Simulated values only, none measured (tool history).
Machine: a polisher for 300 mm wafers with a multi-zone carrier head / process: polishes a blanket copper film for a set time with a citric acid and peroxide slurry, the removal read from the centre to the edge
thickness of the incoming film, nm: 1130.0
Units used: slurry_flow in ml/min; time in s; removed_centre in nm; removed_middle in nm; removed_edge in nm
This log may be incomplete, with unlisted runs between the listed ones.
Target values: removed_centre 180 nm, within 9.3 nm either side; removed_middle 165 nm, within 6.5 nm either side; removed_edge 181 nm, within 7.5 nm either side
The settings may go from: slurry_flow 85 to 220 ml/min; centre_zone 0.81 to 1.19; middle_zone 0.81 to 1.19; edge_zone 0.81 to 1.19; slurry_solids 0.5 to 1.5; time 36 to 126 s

run  hour  slurry_flow  centre_zone  middle_zone  edge_zone  slurry_solids  time  removed_centre  removed_middle  removed_edge
  1     0          140            1            1          1              1    81          135.17          139.43        138.82
  2   5.5          140            1            1       0.96              1    81          137.85             141        136.66
  3  12.7          145         1.01            1       0.98           1.05    82          139.55          143.13        141.39
  4  13.9          145         1.01         0.95       0.98           1.05    82          143.89          136.77        140.95
  5  15.4          150         1.02         0.95       0.99            1.1    83          152.15          141.31        146.61
  6    20          150         1.02         0.95       0.94            1.1    83          144.04          142.69        140.88
  7  23.3          180         0.96         1.01       1.04           1.35    86          155.54          166.55         165.7
  8  30.3          180         0.97            1       1.05           1.35    86          159.29          163.51        169.65
  9  36.4          180         0.98            1       1.05           1.35    86          163.85          165.55        163.44

4 candidate next runs follow, results not yet known. Just one meets every target within its allowed miss. Identify it.
  A  42.5          150         1.09         1.09       0.99            1.1    86               ?               ?             ?
  B  42.5          220         1.01         0.91       1.11            1.5    88               ?               ?             ?
  C  42.5          160         0.81         0.94       1.09            1.3    94               ?               ?             ?
  D  42.5          185         1.05         1.18       0.92           1.35    79               ?               ?             ?

move  removed_centre  removed_middle  removed_edge
   A          159.06          165.33        153.38
   B           174.1          165.57        186.28
   C          139.65           167.5           184
   D          154.09          176.54         146.1
A: misses by more than the last run did
B: all results land within tolerance of their targets
C: meets the target for the result that was furthest off, but another lies outside its allowed miss
D: misses by more than the last run did
Go with B: it meets all targets.
